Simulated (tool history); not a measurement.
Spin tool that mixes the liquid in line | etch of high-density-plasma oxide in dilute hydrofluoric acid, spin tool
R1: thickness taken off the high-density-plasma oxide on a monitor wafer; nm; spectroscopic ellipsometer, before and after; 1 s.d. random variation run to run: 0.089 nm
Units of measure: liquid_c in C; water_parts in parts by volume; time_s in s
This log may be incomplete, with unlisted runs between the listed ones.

run 1 day=0.000 | liquid_c=24.0 water_parts=125 time_s=270 | R1=14.2470
run 2 day=0.288 | liquid_c=23.5 water_parts=125 time_s=270 | R1=13.9850
run 3 day=0.575 | liquid_c=21.0 water_parts=125 time_s=270 | R1=12.5070
run 4 day=0.658 | liquid_c=21.0 water_parts=160 time_s=270 | R1=9.5272
run 5 day=0.975 | liquid_c=21.5 water_parts=160 time_s=270 | R1=9.5205
run 6 day=1.175 | liquid_c=22.0 water_parts=160 time_s=270 | R1=9.8922
run 7 day=1.371 | liquid_c=22.5 water_parts=160 time_s=270 | R1=10.1010
run 8 day=1.425 | liquid_c=23.0 water_parts=160 time_s=270 | R1=10.4210
run 9 day=1.667 | liquid_c=23.5 water_parts=160 time_s=270 | R1=10.2760
run 10 day=1.921 | liquid_c=24.0 water_parts=160 time_s=270 | R1=10.5140

What does the tool deliver on the next run?
run 11 day=2.150 | liquid_c=24.0 water_parts=160 time_s=270 | R1=?

R1: 10.5660 nm

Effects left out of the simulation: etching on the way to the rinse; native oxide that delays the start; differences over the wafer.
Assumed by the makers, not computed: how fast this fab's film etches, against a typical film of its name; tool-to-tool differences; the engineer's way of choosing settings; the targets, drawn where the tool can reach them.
